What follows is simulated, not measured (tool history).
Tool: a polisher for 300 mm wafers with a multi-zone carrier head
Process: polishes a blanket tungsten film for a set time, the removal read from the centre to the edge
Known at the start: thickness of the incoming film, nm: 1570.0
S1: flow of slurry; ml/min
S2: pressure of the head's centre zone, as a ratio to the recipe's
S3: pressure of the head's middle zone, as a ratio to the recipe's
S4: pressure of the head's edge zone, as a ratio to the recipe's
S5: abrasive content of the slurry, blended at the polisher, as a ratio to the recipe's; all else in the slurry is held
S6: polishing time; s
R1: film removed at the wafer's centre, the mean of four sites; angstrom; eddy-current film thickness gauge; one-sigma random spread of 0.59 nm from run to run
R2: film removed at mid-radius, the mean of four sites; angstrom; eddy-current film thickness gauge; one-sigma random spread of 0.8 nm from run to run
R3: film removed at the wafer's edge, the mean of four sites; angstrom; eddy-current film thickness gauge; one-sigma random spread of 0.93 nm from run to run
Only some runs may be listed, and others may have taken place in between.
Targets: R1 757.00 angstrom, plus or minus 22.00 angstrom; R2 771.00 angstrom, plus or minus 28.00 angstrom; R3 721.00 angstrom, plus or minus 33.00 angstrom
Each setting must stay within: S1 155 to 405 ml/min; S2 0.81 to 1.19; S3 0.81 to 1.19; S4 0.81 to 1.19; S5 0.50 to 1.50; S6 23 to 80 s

{"run": 1, "day": 0.0, "S1": 260, "S2": 1.0, "S3": 1.0, "S4": 1.0, "S5": 1.0, "S6": 51, "R1": 1431.0, "R2": 1432.3, "R3": 1409.2}
{"run": 2, "day": 0.092, "S1": 260, "S2": 1.07, "S3": 1.0, "S4": 1.0, "S5": 1.0, "S6": 51, "R1": 1510.4, "R2": 1449.5, "R3": 1425.2}
{"run": 3, "day": 0.238, "S1": 260, "S2": 1.07, "S3": 0.96, "S4": 1.0, "S5": 1.0, "S6": 51, "R1": 1516.9, "R2": 1404.1, "R3": 1422.8}
{"run": 4, "day": 0.442, "S1": 260, "S2": 1.03, "S3": 0.96, "S4": 0.95, "S5": 0.85, "S6": 43, "R1": 1195.7, "R2": 1147.3, "R3": 1168.0}
{"run": 5, "day": 0.675, "S1": 265, "S2": 1.04, "S3": 0.99, "S4": 0.91, "S5": 0.75, "S6": 36, "R1": 1009.4, "R2": 968.25, "R3": 926.29}
{"run": 6, "day": 0.792, "S1": 265, "S2": 1.04, "S3": 0.99, "S4": 0.86, "S5": 0.75, "S6": 36, "R1": 1006.2, "R2": 959.69, "R3": 925.97}
{"run": 7, "day": 0.967, "S1": 265, "S2": 1.02, "S3": 1.0, "S4": 0.86, "S5": 0.65, "S6": 33, "R1": 884.28, "R2": 892.14, "R3": 822.65}
{"run": 8, "day": 1.021, "S1": 260, "S2": 1.01, "S3": 0.99, "S4": 0.85, "S5": 0.6, "S6": 32, "R1": 832.87, "R2": 822.33, "R3": 765.57}
{"run": 9, "day": 1.392, "S1": 240, "S2": 0.99, "S3": 0.99, "S4": 0.84, "S5": 0.6, "S6": 32, "R1": 804.06, "R2": 837.95, "R3": 771.65}
{"run": 10, "day": 1.412, "S1": 240, "S2": 0.99, "S3": 0.98, "S4": 0.83, "S5": 0.55, "S6": 32, "R1": 805.74, "R2": 827.55, "R3": 771.79}
{"run": 11, "day": 1.462, "S1": 245, "S2": 0.99, "S3": 0.98, "S4": 0.83, "S5": 0.55, "S6": 31, "R1": 784.56, "R2": 799.0, "R3": 731.6}

Of the 5 settings listed for the next run, only one would bring every result within its allowed miss of target. Which one?
{"run": "A", "day": 1.512, "S1": 200, "S2": 1.0, "S3": 0.99, "S4": 0.83, "S5": 0.65, "S6": 30, "R1": "?", "R2": "?", "R3": "?"}
{"run": "B", "day": 1.512, "S1": 225, "S2": 1.07, "S3": 1.04, "S4": 0.81, "S5": 0.55, "S6": 30, "R1": "?", "R2": "?", "R3": "?"}
{"run": "C", "day": 1.512, "S1": 210, "S2": 0.89, "S3": 1.01, "S4": 0.82, "S5": 0.55, "S6": 33, "R1": "?", "R2": "?", "R3": "?"}
{"run": "D", "day": 1.512, "S1": 250, "S2": 0.98, "S3": 1.13, "S4": 0.81, "S5": 0.7, "S6": 29, "R1": "?", "R2": "?", "R3": "?"}
{"run": "E", "day": 1.512, "S1": 345, "S2": 1.12, "S3": 1.07, "S4": 0.81, "S5": 0.5, "S6": 28, "R1": "?", "R2": "?", "R3": "?"}

move=A R1=760.45 R2=770.19 R3=722.16
move=B R1=809.96 R2=801.67 R3=711.71
move=C R1=744.92 R2=852.73 R3=780.84
move=D R1=753.67 R2=866.40 R3=712.94
move=E R1=822.27 R2=794.97 R3=681.07
A: all results in spec
B: moves away from the targets compared with the last run
C: gets the furthest-off result to its target, but another result is out of tolerance
D: gets the furthest-off result to its target, but another result is out of tolerance
E: moves away from the targets compared with the last run
Correct choice: A, which meets every target
